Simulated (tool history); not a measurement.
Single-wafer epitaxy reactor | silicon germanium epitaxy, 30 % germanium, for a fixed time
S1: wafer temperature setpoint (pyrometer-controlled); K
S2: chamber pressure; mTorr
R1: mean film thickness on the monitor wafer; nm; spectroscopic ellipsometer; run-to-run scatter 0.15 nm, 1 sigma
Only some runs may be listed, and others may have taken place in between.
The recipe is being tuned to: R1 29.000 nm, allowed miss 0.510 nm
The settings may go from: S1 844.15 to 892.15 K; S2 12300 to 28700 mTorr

run  hour      S1     S2      R1
  1   0.0  868.15  20500  50.291
  2   7.5  863.15  20500  45.660
  3   8.3  867.15  20500  49.001
  4  15.4  862.15  19200  43.226
  5  16.6  858.15  18700  39.698
  6  22.1  855.15  18200  36.761
  7  26.6  852.15  18000  34.437
  8  31.2  850.15  17900  33.229
  9  35.7  849.15  17700  32.516
 10  39.9  848.15  17500  31.518
 11  41.3  848.15  17500  31.599
 12  45.8  847.15  17400  30.641
 13  50.1  846.15  17400  29.743

Which one of the following 5 next-run settings gets every result inside its allowed miss? There is exactly one.
  A  54.4  849.15  15700   ?
  B  54.4  844.15  17300   ?
  C  54.4  852.15  14400   ?
  D  54.4  847.15  17900   ?
  E  54.4  851.15  14700   ?

move      R1
   A  30.559
   B  28.914
   C  31.132
   D  31.219
   E  30.822
A: lands further from the targets than the last run did
B: every result lands within tolerance
C: lands further from the targets than the last run did
D: lands further from the targets than the last run did
E: lands further from the targets than the last run did
B meets every target.
